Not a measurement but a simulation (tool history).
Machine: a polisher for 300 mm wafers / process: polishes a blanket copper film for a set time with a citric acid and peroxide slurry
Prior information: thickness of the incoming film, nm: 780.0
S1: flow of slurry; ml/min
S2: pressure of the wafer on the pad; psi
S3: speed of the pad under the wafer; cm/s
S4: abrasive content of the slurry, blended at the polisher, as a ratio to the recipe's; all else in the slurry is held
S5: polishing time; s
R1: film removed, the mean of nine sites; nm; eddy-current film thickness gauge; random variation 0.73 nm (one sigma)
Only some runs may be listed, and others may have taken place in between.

run,hour,S1,S2,S3,S4,S5,R1
1,0,260,3.9,104,1,47,139.89
2,6.9,260,3.9,118,1,47,156.03
3,8.7,260,3.9,118,1,42,138.38
4,9.9,255,3.4,104,0.95,42,109.75
5,12.3,255,3,96,0.95,42,86.686
6,15.9,255,3,96,0.95,42,87.803
7,23.4,255,2.7,94,0.95,42,77.795
8,32.1,255,2.5,92,0.95,42,69.898
9,40.7,255,2.3,92,0.95,42,65.293
10,47.1,255,2.2,92,0.95,42,63.416

Run 11 has not been measured yet. What should we expect?
11,52.1,255,2.2,92,0.95,42,?

Run 11 produced R1 60.972 nm.
